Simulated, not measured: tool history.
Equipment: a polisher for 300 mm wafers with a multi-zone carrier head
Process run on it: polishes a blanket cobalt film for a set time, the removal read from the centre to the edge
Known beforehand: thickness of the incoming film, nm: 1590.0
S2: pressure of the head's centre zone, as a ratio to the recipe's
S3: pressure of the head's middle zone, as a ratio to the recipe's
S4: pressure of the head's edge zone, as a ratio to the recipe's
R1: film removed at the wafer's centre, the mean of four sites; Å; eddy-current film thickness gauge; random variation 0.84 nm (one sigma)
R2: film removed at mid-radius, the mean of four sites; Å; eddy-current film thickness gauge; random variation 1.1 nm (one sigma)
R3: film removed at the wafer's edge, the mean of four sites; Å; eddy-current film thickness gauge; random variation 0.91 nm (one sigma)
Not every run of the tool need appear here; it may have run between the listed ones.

run 1 day=0 | flow_of_slurry_(ml/min)=145 S2=1 S3=1 S4=1 polishing_time_(s)=41 | R1=1668.3 R2=1762.4 R3=1693.8
run 2 day=0.1 | flow_of_slurry_(ml/min)=140 S2=0.99 S3=0.98 S4=0.97 polishing_time_(s)=37 | R1=1485 R2=1508.7 R3=1489.4
run 3 day=0.175 | flow_of_slurry_(ml/min)=135 S2=0.97 S3=0.98 S4=0.94 polishing_time_(s)=34 | R1=1328.1 R2=1420.3 R3=1375.5
run 4 day=0.429 | flow_of_slurry_(ml/min)=135 S2=0.97 S3=0.97 S4=0.92 polishing_time_(s)=31 | R1=1213.8 R2=1243.2 R3=1265.8
run 5 day=0.721 | flow_of_slurry_(ml/min)=155 S2=0.97 S3=0.97 S4=0.92 polishing_time_(s)=31 | R1=1219.6 R2=1305.1 R3=1259.5
run 6 day=1.05 | flow_of_slurry_(ml/min)=160 S2=0.97 S3=0.96 S4=0.9 polishing_time_(s)=29 | R1=1185.2 R2=1201.1 R3=1166.3
run 7 day=1.212 | flow_of_slurry_(ml/min)=165 S2=0.96 S3=0.95 S4=0.88 polishing_time_(s)=28 | R1=1133.4 R2=1170.3 R3=1127.3
run 8 day=1.5 | flow_of_slurry_(ml/min)=170 S2=0.95 S3=0.94 S4=0.87 polishing_time_(s)=27 | R1=1081.8 R2=1128.1 R3=1066.3
run 9 day=1.579 | flow_of_slurry_(ml/min)=170 S2=0.94 S3=0.93 S4=0.86 polishing_time_(s)=27 | R1=1061.3 R2=1104 R3=1093.6
run 10 day=1.783 | flow_of_slurry_(ml/min)=170 S2=0.94 S3=0.93 S4=0.85 polishing_time_(s)=26 | R1=1041.8 R2=1065.8 R3=1043.9

For run 11, what comes out?
run 11 day=1.883 | flow_of_slurry_(ml/min)=170 S2=0.94 S3=0.93 S4=0.84 polishing_time_(s)=26 | R1=? R2=? R3=?

{"run 11": {"R1": 1023.9, "R2": 1071.8, "R3": 1034.5}}
